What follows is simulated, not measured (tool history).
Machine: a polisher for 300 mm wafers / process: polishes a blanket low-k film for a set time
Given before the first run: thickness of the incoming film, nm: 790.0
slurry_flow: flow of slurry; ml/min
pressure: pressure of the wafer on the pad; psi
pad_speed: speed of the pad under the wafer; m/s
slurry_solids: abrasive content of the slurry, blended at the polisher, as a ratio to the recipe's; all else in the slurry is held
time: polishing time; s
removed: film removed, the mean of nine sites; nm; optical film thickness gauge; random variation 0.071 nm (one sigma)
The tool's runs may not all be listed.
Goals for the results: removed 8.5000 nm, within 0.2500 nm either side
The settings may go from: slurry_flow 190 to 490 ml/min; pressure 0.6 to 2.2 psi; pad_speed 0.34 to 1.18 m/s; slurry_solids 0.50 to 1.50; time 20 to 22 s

| run | hour | slurry_flow | pressure | pad_speed | slurry_solids | time | removed |
|---|---|---|---|---|---|---|---|
| 1 | 0.0 | 315 | 1.4 | 0.76 | 1.00 | 22 | 5.1188 |
| 2 | 3.0 | 315 | 1.4 | 0.76 | 1.15 | 22 | 5.5789 |
| 3 | 9.1 | 315 | 1.4 | 0.76 | 1.00 | 22 | 5.1838 |
| 4 | 15.5 | 315 | 1.6 | 0.76 | 1.00 | 22 | 5.8627 |
| 5 | 23.4 | 315 | 1.7 | 0.76 | 1.00 | 22 | 6.0393 |
| 6 | 25.8 | 315 | 1.8 | 0.78 | 1.00 | 22 | 6.4830 |
| 7 | 31.4 | 315 | 1.9 | 0.80 | 1.00 | 22 | 6.9897 |
|  | 38.2 | slurry nozzle cleaned |
| 8 | 38.2 | 315 | 2.0 | 0.80 | 1.00 | 22 | 7.5731 |
| 9 | 40.1 | 315 | 2.1 | 0.80 | 1.00 | 22 | 8.0030 |

5 candidate next runs follow, results not yet known. Just one meets every target within its allowed miss. Identify it.
| A | 42.0 | 350 | 2.1 | 0.78 | 1.05 | 22 | ? |
| B | 42.0 | 265 | 1.9 | 0.86 | 1.05 | 21 | ? |
| C | 42.0 | 215 | 2.1 | 0.88 | 0.95 | 22 | ? |
| D | 42.0 | 305 | 2.2 | 0.94 | 0.95 | 21 | ? |
| E | 42.0 | 305 | 1.9 | 0.84 | 1.00 | 22 | ? |

| move | removed |
|---|---|
| A | 8.1176 |
| B | 7.3535 |
| C | 7.8700 |
| D | 8.5599 |
| E | 7.4836 |
A: moves toward the targets from the last run without getting all of them in spec
B: further off than the last run
C: further off than the last run
D: every result within its allowed miss
E: further off than the last run
So the answer is move D, the one that meets all the targets.

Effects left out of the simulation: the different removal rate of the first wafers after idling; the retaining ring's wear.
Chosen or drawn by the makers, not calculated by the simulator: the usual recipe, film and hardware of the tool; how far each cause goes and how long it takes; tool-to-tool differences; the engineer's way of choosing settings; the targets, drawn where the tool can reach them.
